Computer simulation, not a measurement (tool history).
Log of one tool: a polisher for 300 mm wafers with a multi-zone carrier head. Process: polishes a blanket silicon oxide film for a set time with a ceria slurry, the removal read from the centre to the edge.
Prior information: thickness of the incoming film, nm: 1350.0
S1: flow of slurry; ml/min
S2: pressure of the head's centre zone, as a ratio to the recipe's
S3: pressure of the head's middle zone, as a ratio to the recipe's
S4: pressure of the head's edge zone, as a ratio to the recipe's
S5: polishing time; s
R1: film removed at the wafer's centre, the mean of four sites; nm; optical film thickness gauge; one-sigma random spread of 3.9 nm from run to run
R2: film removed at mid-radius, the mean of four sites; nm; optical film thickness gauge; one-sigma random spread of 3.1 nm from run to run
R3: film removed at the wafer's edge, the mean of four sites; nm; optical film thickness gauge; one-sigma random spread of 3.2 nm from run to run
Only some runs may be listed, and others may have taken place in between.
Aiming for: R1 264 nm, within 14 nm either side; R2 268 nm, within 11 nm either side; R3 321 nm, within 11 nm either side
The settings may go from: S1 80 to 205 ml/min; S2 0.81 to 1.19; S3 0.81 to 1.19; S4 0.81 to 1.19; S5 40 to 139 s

| run | day | S1 | S2 | S3 | S4 | S5 | R1 | R2 | R3 |
|---|---|---|---|---|---|---|---|---|---|
| 1 | 0 | 135 | 1 | 1 | 1 | 89 | 362.77 | 363.61 | 370.47 |
| 2 | 0.304 | 135 | 1 | 1 | 1 | 103 | 427.28 | 417.71 | 427.39 |
| 3 | 0.592 | 130 | 0.98 | 0.98 | 1 | 100 | 406.3 | 395.17 | 420.33 |
| 4 | 0.958 | 125 | 0.96 | 0.97 | 1 | 97 | 367.3 | 376.57 | 395.88 |
| 5 | 1.021 | 120 | 0.95 | 0.95 | 1 | 95 | 364.72 | 367.26 | 386.28 |
| 6 | 1.112 | 120 | 0.95 | 0.95 | 0.94 | 95 | 357.01 | 360.25 | 376.23 |
| 7 | 1.229 | 115 | 0.94 | 0.93 | 0.95 | 93 | 340.16 | 347.64 | 367.26 |
| 8 | 1.275 | 110 | 0.93 | 0.91 | 0.96 | 91 | 339.83 | 329.2 | 364.19 |
| 9 | 1.325 | 105 | 0.91 | 0.9 | 0.96 | 90 | 319.27 | 327.51 | 354.09 |
| 10 | 1.617 | 100 | 0.9 | 0.89 | 0.97 | 88 | 305.17 | 304.46 | 343.94 |
| 11 | 1.712 | 100 | 0.89 | 0.88 | 0.97 | 87 | 298.54 | 297.09 | 337.58 |
| 12 | 1.817 | 100 | 0.88 | 0.87 | 0.97 | 87 | 293.74 | 296.85 | 338.25 |
| 13 | 2.021 | 100 | 0.87 | 0.86 | 0.97 | 87 | 285.31 | 299.89 | 336.45 |

Exercise: of the 4 proposed moves below, exactly one satisfies all targets within the stated allowed misses. Which move is it?
| A | 2.225 | 80 | 0.84 | 0.83 | 0.99 | 78 | ? | ? | ? |
| B | 2.225 | 80 | 0.89 | 0.87 | 0.9 | 84 | ? | ? | ? |
| C | 2.225 | 120 | 0.86 | 0.84 | 1.04 | 78 | ? | ? | ? |
| D | 2.225 | 135 | 0.91 | 1.01 | 0.83 | 84 | ? | ? | ? |

| move | R1 | R2 | R3 |
|---|---|---|---|
| A | 233.1 | 240.25 | 298.87 |
| B | 266.18 | 267.88 | 307.62 |
| C | 271.55 | 270.86 | 329.92 |
| D | 319.09 | 344 | 324.97 |
A: the result that was furthest off in the last run now lies on the other side of its target
B: meets the target for the result that was furthest off, but another lies outside its allowed miss
C: all results in spec
D: moves away from the targets compared with the last run
C meets every target.
